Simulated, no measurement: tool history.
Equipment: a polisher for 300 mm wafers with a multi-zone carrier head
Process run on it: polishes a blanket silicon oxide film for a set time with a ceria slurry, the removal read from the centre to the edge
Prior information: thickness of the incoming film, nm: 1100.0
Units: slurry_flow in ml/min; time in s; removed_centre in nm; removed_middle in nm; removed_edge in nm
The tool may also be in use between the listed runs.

Run 1, hour 0.0: slurry_flow 155 ml/min, centre_zone 1.00, middle_zone 1.00, edge_zone 1.00, time 33 s. Result: removed_centre 117.910 nm, removed_middle 115.970 nm, removed_edge 120.510 nm.
Run 2, hour 0.7: slurry_flow 150 ml/min, centre_zone 0.99, middle_zone 0.99, edge_zone 0.98, time 31 s. Result: removed_centre 109.960 nm, removed_middle 108.100 nm, removed_edge 110.760 nm.
Run 3, hour 2.1: slurry_flow 150 ml/min, centre_zone 0.99, middle_zone 1.04, edge_zone 0.98, time 31 s. Result: removed_centre 110.130 nm, removed_middle 112.410 nm, removed_edge 108.620 nm.
Run 4, hour 5.1: slurry_flow 145 ml/min, centre_zone 0.97, middle_zone 1.02, edge_zone 0.97, time 30 s. Result: removed_centre 102.640 nm, removed_middle 105.890 nm, removed_edge 106.250 nm.
Run 5, hour 6.6: slurry_flow 145 ml/min, centre_zone 0.93, middle_zone 1.02, edge_zone 0.97, time 30 s. Result: removed_centre 98.092 nm, removed_middle 105.730 nm, removed_edge 105.800 nm.
Run 6, hour 15.3: slurry_flow 140 ml/min, centre_zone 0.93, middle_zone 1.01, edge_zone 0.96, time 29 s. Result: removed_centre 95.594 nm, removed_middle 101.190 nm, removed_edge 101.000 nm.
Run 7, hour 19.4: slurry_flow 135 ml/min, centre_zone 0.92, middle_zone 0.99, edge_zone 0.95, time 28 s. Result: removed_centre 89.381 nm, removed_middle 95.371 nm, removed_edge 97.160 nm.
Run 8, hour 27.0: slurry_flow 130 ml/min, centre_zone 0.92, middle_zone 0.98, edge_zone 0.94, time 27 s. Result: removed_centre 84.747 nm, removed_middle 90.220 nm, removed_edge 91.504 nm.

Estimate the outcome of run 9 from the log above:
Run 9, hour 29.5: slurry_flow 125 ml/min, centre_zone 0.92, middle_zone 0.96, edge_zone 0.93, time 27 s. Result: removed_centre ?, removed_middle ?, removed_edge ?.

Run 9 yielded removed_centre 85.596 nm, removed_middle 89.882 nm, removed_edge 92.818 nm.
